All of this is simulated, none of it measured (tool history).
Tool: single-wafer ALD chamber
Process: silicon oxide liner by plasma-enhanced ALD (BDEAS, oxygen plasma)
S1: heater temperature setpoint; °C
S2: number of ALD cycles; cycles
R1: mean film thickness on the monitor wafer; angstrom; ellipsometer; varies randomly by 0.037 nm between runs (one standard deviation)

run  hour   S1  S2      R1
  1     0  315  79  78.362
  2   2.5  315  76  75.262
  3   9.9  320  76  74.148
  4  15.3  315  76  74.802
  5  16.3  311  76  75.324
  6  20.6  311  83   82.04
  7  22.1  311  79  77.606

What will run 8 give?
  8  22.8  311  76   ?

{"run 8": {"R1": 75.457}}
